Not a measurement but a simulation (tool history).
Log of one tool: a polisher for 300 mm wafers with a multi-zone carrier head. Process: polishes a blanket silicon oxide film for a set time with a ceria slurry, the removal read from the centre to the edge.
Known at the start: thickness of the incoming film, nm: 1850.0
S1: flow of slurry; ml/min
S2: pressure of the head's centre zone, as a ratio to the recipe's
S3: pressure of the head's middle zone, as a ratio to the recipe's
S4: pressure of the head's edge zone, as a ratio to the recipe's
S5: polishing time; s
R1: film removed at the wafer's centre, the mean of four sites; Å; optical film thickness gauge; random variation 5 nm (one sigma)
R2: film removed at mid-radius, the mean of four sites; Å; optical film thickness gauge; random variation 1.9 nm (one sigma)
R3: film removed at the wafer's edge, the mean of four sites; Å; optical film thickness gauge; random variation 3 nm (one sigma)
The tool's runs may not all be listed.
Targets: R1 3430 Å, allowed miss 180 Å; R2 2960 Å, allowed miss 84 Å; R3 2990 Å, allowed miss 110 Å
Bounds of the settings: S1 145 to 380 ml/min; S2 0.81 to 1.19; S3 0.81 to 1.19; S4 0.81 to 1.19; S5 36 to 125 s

run 1 hour=0 | S1=245 S2=1 S3=1 S4=1 S5=80 | R1=4059.7 R2=4200 R3=4082.3
run 2 hour=6.3 | S1=245 S2=1 S3=1 S4=1 S5=69 | R1=3531.7 R2=3585.3 R3=3610.9
run 3 hour=13.8 | S1=240 S2=1.02 S3=0.98 S4=0.96 S5=67 | R1=3430.7 R2=3410.4 R3=3377.3
run 4 hour=16.3 | S1=235 S2=1.04 S3=0.96 S4=0.94 S5=67 | R1=3573.1 R2=3320.7 R3=3305.4
run 5 hour=22.1 | S1=235 S2=1.04 S3=0.99 S4=0.94 S5=67 | R1=3559.1 R2=3451.9 R3=3319
run 6 hour=23.4 | S1=230 S2=1.04 S3=0.97 S4=0.92 S5=67 | R1=3492.4 R2=3393 R3=3301.5
run 7 hour=30 | S1=230 S2=1.05 S3=0.95 S4=0.9 S5=66 | R1=3552.5 R2=3263.8 R3=3242.7
run 8 hour=37.8 | S1=225 S2=1.05 S3=0.94 S4=0.88 S5=65 | R1=3476.5 R2=3187.3 R3=3137.2

5 next moves are on the table. One of them brings every result within its allowed miss. Which?
run A hour=45.6 | S1=205 S2=0.95 S3=0.93 S4=0.95 S5=69 | R1=? R2=? R3=?
run B hour=45.6 | S1=280 S2=1.04 S3=0.88 S4=0.93 S5=63 | R1=? R2=? R3=?
run C hour=45.6 | S1=185 S2=1.09 S3=1.04 S4=0.81 S5=68 | R1=? R2=? R3=?
run D hour=45.6 | S1=190 S2=1.13 S3=0.97 S4=0.95 S5=61 | R1=? R2=? R3=?
run E hour=45.6 | S1=145 S2=1.05 S3=1.07 S4=0.89 S5=72 | R1=? R2=? R3=?

move=A R1=3231 R2=3256 R3=3397.9
move=B R1=3384.9 R2=2960.3 R3=3172.5
move=C R1=3588.6 R2=3461.9 R3=3070.4
move=D R1=3354.5 R2=2940.9 R3=2973.9
move=E R1=3451.4 R2=3564.6 R3=3264
A: further off than the last run
B: brings the result that was furthest off to its target, and leaves another outside
C: further off than the last run
D: meets every target
E: further off than the last run
Answer: D

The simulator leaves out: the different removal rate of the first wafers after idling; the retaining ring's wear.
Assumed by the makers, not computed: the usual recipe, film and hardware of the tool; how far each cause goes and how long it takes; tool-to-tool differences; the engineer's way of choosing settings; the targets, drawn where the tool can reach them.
